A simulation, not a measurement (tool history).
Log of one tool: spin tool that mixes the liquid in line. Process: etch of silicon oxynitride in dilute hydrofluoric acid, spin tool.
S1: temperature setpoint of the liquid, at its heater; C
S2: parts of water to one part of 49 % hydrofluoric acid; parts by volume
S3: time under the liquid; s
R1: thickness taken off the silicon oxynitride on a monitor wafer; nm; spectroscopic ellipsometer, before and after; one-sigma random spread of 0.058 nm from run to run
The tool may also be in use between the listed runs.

run 1 hour=0 | S1=24 S2=110 S3=270 | R1=8.1442
run 2 hour=6.6 | S1=24 S2=110 S3=290 | R1=8.7561
run 3 hour=14.1 | S1=24 S2=90 S3=290 | R1=10.773
run 4 hour=16.5 | S1=24 S2=90 S3=270 | R1=9.9993
run 5 hour=19.9 | S1=26.5 S2=90 S3=270 | R1=11.386
run 6 hour=23.8 | S1=26.5 S2=60 S3=270 | R1=17.419
run 7 hour=28.1 | S1=23.5 S2=60 S3=270 | R1=14.901
run 8 hour=31 | S1=21.5 S2=65 S3=270 | R1=12.586
run 9 hour=35.2 | S1=20 S2=70 S3=270 | R1=10.805
run 10 hour=41.6 | S1=19 S2=70 S3=270 | R1=10.259

What does the tool deliver on the next run?
run 11 hour=44.8 | S1=18.5 S2=70 S3=270 | R1=?

Run 11 came out at R1 9.9284 nm.
